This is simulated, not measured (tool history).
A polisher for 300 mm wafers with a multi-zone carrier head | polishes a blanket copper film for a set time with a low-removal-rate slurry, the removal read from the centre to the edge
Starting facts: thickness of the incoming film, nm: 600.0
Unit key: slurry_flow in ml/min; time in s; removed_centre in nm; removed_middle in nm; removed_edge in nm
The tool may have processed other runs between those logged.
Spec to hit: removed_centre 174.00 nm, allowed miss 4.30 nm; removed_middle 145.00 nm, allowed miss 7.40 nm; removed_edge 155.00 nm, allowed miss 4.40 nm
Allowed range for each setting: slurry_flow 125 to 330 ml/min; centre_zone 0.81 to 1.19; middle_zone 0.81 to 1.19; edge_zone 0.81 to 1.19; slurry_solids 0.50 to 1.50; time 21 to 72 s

| run | day | slurry_flow | centre_zone | middle_zone | edge_zone | slurry_solids | time | removed_centre | removed_middle | removed_edge |
|---|---|---|---|---|---|---|---|---|---|---|
| 1 | 0.000 | 210 | 1.00 | 1.00 | 1.00 | 1.00 | 46 | 143.83 | 142.53 | 140.92 |
| 2 | 0.188 | 210 | 1.00 | 1.08 | 1.00 | 1.00 | 46 | 144.90 | 152.23 | 141.64 |
| 3 | 0.288 | 235 | 1.00 | 1.08 | 1.00 | 1.00 | 46 | 147.20 | 151.53 | 143.26 |
| 4 | 0.338 | 235 | 1.00 | 1.08 | 0.96 | 1.00 | 46 | 147.18 | 151.95 | 139.03 |
| 5 | 0.412 | 235 | 0.95 | 1.08 | 0.96 | 1.00 | 46 | 139.08 | 154.41 | 141.36 |
| 6 | 0.567 | 240 | 0.96 | 1.07 | 0.97 | 1.00 | 46 | 142.01 | 154.70 | 141.93 |
| 7 | 0.638 | 245 | 0.97 | 1.06 | 0.98 | 1.00 | 46 | 142.82 | 150.48 | 142.89 |
| 8 | 0.754 | 250 | 0.98 | 1.06 | 0.99 | 1.00 | 46 | 144.16 | 154.40 | 143.05 |
| 9 | 0.958 | 245 | 1.00 | 1.05 | 1.00 | 1.00 | 46 | 145.59 | 150.98 | 141.87 |
| 10 | 1.017 | 240 | 1.01 | 1.04 | 1.01 | 1.05 | 46 | 150.77 | 150.53 | 146.61 |
| 11 | 1.242 | 245 | 1.02 | 1.03 | 1.02 | 1.05 | 46 | 153.16 | 146.39 | 146.02 |

Of the 4 settings listed for the next run, only one would bring every result within its allowed miss of target. Which one?
| A | 1.467 | 245 | 0.94 | 1.02 | 1.19 | 1.20 | 46 | ? | ? | ? |
| B | 1.467 | 240 | 1.16 | 1.09 | 0.91 | 0.95 | 45 | ? | ? | ? |
| C | 1.467 | 275 | 1.10 | 0.94 | 1.02 | 1.15 | 47 | ? | ? | ? |
| D | 1.467 | 260 | 0.95 | 0.97 | 1.13 | 1.10 | 44 | ? | ? | ? |

| move | removed_centre | removed_middle | removed_edge |
|---|---|---|---|
| A | 143.38 | 149.82 | 162.23 |
| B | 166.03 | 148.39 | 133.11 |
| C | 172.84 | 143.70 | 153.89 |
| D | 137.54 | 136.24 | 149.66 |
A: moves away from the targets compared with the last run
B: about the same distance from the targets as the last run
C: every result lands within tolerance
D: moves away from the targets compared with the last run
The move that meets every target is C.
